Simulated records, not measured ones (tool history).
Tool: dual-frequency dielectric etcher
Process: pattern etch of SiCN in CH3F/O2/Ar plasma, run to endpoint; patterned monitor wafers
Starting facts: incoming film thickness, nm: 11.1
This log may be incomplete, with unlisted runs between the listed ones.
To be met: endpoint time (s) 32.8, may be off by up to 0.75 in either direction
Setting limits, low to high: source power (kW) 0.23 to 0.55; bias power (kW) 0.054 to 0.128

| run | hour | source power (kW) | bias power (kW) | endpoint time (s) |
|---|---|---|---|---|
| 1 | 0 | 0.39 | 0.091 | 28.215 |
| 2 | 3.6 | 0.39 | 0.101 | 27.362 |
| 3 | 10.6 | 0.38 | 0.099 | 28.086 |
| 4 | 16 | 0.37 | 0.098 | 27.978 |
| 5 | 17.2 | 0.31 | 0.098 | 29.464 |
| 6 | 21.1 | 0.3 | 0.096 | 29.763 |
| 7 | 23.9 | 0.29 | 0.094 | 30.419 |
| 8 | 28.1 | 0.29 | 0.094 | 30.618 |
| 9 | 29.8 | 0.28 | 0.093 | 30.697 |
| 10 | 33.3 | 0.28 | 0.092 | 30.9 |
| 11 | 36.3 | 0.28 | 0.091 | 31.478 |
| 12 | 38.2 | 0.26 | 0.09 | 31.702 |

Which of these 5 next moves meets every target?
| A | 40.1 | 0.27 | 0.1 | ? |
| B | 40.1 | 0.26 | 0.082 | ? |
| C | 40.1 | 0.26 | 0.093 | ? |
| D | 40.1 | 0.25 | 0.099 | ? |
| E | 40.1 | 0.3 | 0.09 | ? |

| move | endpoint time (s) |
|---|---|
| A | 30.335 |
| B | 32.786 |
| C | 31.402 |
| D | 31.011 |
| E | 30.656 |
A: misses by more than the last run did
B: all results land within tolerance of their targets
C: misses by more than the last run did
D: misses by more than the last run did
E: misses by more than the last run did
Correct choice: B, which meets every target

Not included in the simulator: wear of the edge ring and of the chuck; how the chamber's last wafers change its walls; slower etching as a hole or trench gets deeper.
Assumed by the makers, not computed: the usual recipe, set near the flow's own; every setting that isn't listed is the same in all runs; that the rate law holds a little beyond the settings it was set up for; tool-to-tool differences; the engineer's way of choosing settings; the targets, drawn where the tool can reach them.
